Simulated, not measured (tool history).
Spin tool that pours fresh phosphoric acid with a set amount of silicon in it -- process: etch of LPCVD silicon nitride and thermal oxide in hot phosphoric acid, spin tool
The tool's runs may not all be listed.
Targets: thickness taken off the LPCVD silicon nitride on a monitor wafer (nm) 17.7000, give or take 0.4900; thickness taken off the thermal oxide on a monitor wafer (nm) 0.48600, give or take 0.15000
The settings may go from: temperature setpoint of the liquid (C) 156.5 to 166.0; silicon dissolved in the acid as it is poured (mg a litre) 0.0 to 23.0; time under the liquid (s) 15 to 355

run,hour,temperature setpoint of the liquid (C),silicon dissolved in the acid as it is poured (mg a litre),time under the liquid (s),thickness taken off the LPCVD silicon nitride on a monitor wafer (nm),thickness taken off the thermal oxide on a monitor wafer (nm)
1,0.0,161.0,10.0,180,13.9250,0.44108
2,1.7,161.0,6.0,180,14.1580,0.30631
3,8.5,161.0,6.0,105,8.2301,0.25646
4,10.7,162.0,6.0,130,10.4780,0.34116
5,12.5,162.0,1.0,130,10.4470,0.33801
6,18.5,162.0,1.0,150,12.1270,0.34782
7,23.3,162.5,0.5,160,12.9980,0.43333
# hour 28.2: heated supply line repaired
8,28.2,162.5,0.5,175,15.6490,0.55690
9,30.2,162.0,0.5,180,15.8730,0.60851
10,32.8,162.0,2.5,185,16.1220,0.54452

Below are 4 possible settings for the next run. Only one of them brings all results inside the allowed miss of their targets. Which is it?
A,35.4,164.0,3.5,200,?,?
B,35.4,156.5,0.0,240,?,?
C,35.4,165.0,3.5,145,?,?
D,35.4,161.5,3.0,190,?,?

move,thickness taken off the LPCVD silicon nitride on a monitor wafer (nm),thickness taken off the thermal oxide on a monitor wafer (nm)
A,18.7520,0.71822
B,17.4970,0.52832
C,14.0500,0.55991
D,16.3970,0.57377
A: carries the result that was furthest off beyond its target, to the other side
B: each result inside its tolerance
C: its largest miss is bigger than the last run's
D: moves toward the targets from the last run without getting all of them in spec
B meets every target.
